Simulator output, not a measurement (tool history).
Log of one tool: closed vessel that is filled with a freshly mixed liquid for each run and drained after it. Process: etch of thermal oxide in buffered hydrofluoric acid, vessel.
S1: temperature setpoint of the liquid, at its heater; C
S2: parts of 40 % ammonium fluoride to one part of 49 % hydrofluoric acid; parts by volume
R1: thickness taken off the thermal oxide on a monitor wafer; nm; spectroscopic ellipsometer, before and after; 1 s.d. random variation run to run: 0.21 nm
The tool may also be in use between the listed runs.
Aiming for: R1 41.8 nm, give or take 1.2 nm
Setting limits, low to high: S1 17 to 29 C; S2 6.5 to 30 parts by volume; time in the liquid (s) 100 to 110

{"run": 1, "hour": 0.0, "S1": 21, "S2": 19.5, "time in the liquid (s)": 100, "R1": 49.691}
{"run": 2, "hour": 8.2, "S1": 23, "S2": 19.5, "time in the liquid (s)": 100, "R1": 55.589}
{"run": 3, "hour": 16.4, "S1": 25.5, "S2": 19.5, "time in the liquid (s)": 100, "R1": 63.53}
{"run": 4, "hour": 23.7, "S1": 25.5, "S2": 16, "time in the liquid (s)": 100, "R1": 77.458}
{"run": 5, "hour": 30.9, "S1": 25.5, "S2": 21.5, "time in the liquid (s)": 100, "R1": 59.633}
{"run": 6, "hour": 34.7, "S1": 25, "S2": 21.5, "time in the liquid (s)": 100, "R1": 57.551}
{"run": 7, "hour": 43.0, "S1": 24.5, "S2": 21.5, "time in the liquid (s)": 100, "R1": 56.107}
{"run": 8, "hour": 49.9, "S1": 24, "S2": 21.5, "time in the liquid (s)": 100, "R1": 54.557}
{"run": 9, "hour": 57.2, "S1": 23.5, "S2": 21.5, "time in the liquid (s)": 100, "R1": 53.258}
{"run": 10, "hour": 61.8, "S1": 23, "S2": 21.5, "time in the liquid (s)": 100, "R1": 51.882}
{"run": 11, "hour": 68.7, "S1": 22.5, "S2": 21.5, "time in the liquid (s)": 100, "R1": 50.416}
{"run": 12, "hour": 70.6, "S1": 22, "S2": 21.5, "time in the liquid (s)": 100, "R1": 49.134}
{"run": 13, "hour": 75.8, "S1": 21.5, "S2": 21.5, "time in the liquid (s)": 100, "R1": 47.83}
{"run": 14, "hour": 77.3, "S1": 21, "S2": 21.5, "time in the liquid (s)": 100, "R1": 46.091}
{"run": 15, "hour": 81.9, "S1": 20, "S2": 21.5, "time in the liquid (s)": 100, "R1": 43.669}

Next run, 4 choices. One meets every target within its allowed miss, the rest don't. Which?
{"run": "A", "hour": 86.5, "S1": 19, "S2": 19.5, "time in the liquid (s)": 100, "R1": "?"}
{"run": "B", "hour": 86.5, "S1": 20.5, "S2": 24, "time in the liquid (s)": 100, "R1": "?"}
{"run": "C", "hour": 86.5, "S1": 17.5, "S2": 19.5, "time in the liquid (s)": 110, "R1": "?"}
{"run": "D", "hour": 86.5, "S1": 21.5, "S2": 22.5, "time in the liquid (s)": 100, "R1": "?"}

move=A R1=44.677
move=B R1=41.805
move=C R1=45.131
move=D R1=46.221
A: moves away from the targets compared with the last run
B: all results in spec
C: moves away from the targets compared with the last run
D: moves away from the targets compared with the last run
B meets every target.

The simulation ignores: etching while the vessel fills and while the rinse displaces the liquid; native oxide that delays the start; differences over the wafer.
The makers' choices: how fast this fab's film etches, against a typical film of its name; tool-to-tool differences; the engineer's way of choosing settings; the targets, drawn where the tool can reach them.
